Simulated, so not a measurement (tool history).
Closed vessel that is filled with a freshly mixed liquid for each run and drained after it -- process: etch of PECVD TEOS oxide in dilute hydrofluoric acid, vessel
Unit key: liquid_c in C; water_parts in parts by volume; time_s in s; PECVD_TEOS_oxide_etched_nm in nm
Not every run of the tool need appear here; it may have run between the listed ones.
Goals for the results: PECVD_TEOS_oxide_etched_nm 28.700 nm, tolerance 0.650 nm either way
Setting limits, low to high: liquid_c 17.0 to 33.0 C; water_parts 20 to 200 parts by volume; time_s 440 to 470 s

run,hour,liquid_c,water_parts,time_s,PECVD_TEOS_oxide_etched_nm
1,0.0,25.0,110,440,46.468
2,7.2,25.0,110,440,46.147
3,14.7,22.5,115,440,40.130
4,22.8,22.5,135,440,33.447
# hour 25.0: thermometer replaced
5,25.0,21.0,135,440,34.221
6,28.7,24.5,135,440,39.686
7,35.3,22.5,135,440,36.420
8,42.2,20.5,135,440,33.587
9,44.5,19.5,140,440,31.215

Exactly one of the 5 candidate moves below puts every result within its allowed miss. Which one?
A,46.8,20.5,130,450,?
B,46.8,19.5,125,450,?
C,46.8,17.0,145,465,?
D,46.8,19.5,145,470,?
E,46.8,17.5,125,455,?

move,PECVD_TEOS_oxide_etched_nm
A,35.832
B,35.984
C,28.359
D,31.727
E,33.520
A: further off than the last run
B: further off than the last run
C: in spec on every target
D: further off than the last run
E: further off than the last run
So the answer is move C, the one that meets all the targets.
